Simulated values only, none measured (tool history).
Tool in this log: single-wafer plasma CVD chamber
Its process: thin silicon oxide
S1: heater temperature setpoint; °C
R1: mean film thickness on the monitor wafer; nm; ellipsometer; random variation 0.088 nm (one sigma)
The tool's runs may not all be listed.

Run 1, hour 0: S1 420 °C, chamber pressure (Torr) 1.05, RF power (kW) 0.35, deposition time (s) 12.6. Result: R1 28.788 nm.
Run 2, hour 8.4: S1 420 °C, chamber pressure (Torr) 1.05, RF power (kW) 0.39, deposition time (s) 12.6. Result: R1 29.939 nm.
Run 3, hour 9.4: S1 420 °C, chamber pressure (Torr) 0.94, RF power (kW) 0.385, deposition time (s) 12.6. Result: R1 27.76 nm.
Run 4, hour 13.8: S1 420 °C, chamber pressure (Torr) 0.88, RF power (kW) 0.385, deposition time (s) 12.6. Result: R1 26.447 nm.
Run 5, hour 14.9: S1 420 °C, chamber pressure (Torr) 0.88, RF power (kW) 0.415, deposition time (s) 12.6. Result: R1 27.477 nm.
Run 6, hour 17.3: S1 420 °C, chamber pressure (Torr) 0.81, RF power (kW) 0.41, deposition time (s) 12.6. Result: R1 25.773 nm.

What does the tool deliver on the next run?
Run 7, hour 23.1: S1 420 °C, chamber pressure (Torr) 0.76, RF power (kW) 0.41, deposition time (s) 12.6. Result: R1 ?.

{"run 7": {"R1": 24.66}}

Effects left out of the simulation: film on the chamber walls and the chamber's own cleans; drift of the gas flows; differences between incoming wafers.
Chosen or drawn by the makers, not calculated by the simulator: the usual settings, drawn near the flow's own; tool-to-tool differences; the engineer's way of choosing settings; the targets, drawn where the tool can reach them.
